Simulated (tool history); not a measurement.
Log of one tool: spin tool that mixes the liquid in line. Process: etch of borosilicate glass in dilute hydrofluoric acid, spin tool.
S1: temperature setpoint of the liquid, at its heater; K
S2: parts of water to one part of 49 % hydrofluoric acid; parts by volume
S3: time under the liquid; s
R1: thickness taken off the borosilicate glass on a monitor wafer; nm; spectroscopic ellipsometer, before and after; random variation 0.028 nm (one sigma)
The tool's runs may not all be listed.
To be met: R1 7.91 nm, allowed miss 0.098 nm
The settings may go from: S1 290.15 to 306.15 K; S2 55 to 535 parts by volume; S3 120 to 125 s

| run | hour | S1 | S2 | S3 | R1 |
|---|---|---|---|---|---|
| 1 | 0 | 298.15 | 295 | 120 | 9.2622 |
| 2 | 6 | 297.65 | 295 | 120 | 9.1188 |
| 3 | 10.5 | 297.65 | 240 | 120 | 11.826 |
| 4 | 14.6 | 297.65 | 240 | 125 | 12.321 |
| 5 | 17.4 | 297.65 | 240 | 120 | 11.902 |
| 6 | 25.7 | 297.65 | 180 | 120 | 16.99 |
| 7 | 33.9 | 296.65 | 195 | 120 | 14.74 |
| 8 | 35 | 295.65 | 210 | 120 | 12.903 |
| 9 | 38.1 | 294.65 | 220 | 120 | 11.838 |
| 10 | 43.2 | 290.65 | 285 | 120 | 7.4474 |

5 next moves are on the table. One of them brings every result within its allowed miss. Which?
| A | 48.3 | 290.15 | 300 | 120 | ? |
| B | 48.3 | 290.15 | 255 | 120 | ? |
| C | 48.3 | 290.15 | 310 | 125 | ? |
| D | 48.3 | 290.15 | 285 | 125 | ? |
| E | 48.3 | 290.15 | 265 | 120 | ? |

| move | R1 |
|---|---|
| A | 6.7708 |
| B | 8.2766 |
| C | 6.7688 |
| D | 7.5183 |
| E | 7.8958 |
A: further off than the last run
B: takes the result that was furthest off past its target
C: further off than the last run
D: nearer than the last run, and not there yet
E: meets every target
The right move is E.

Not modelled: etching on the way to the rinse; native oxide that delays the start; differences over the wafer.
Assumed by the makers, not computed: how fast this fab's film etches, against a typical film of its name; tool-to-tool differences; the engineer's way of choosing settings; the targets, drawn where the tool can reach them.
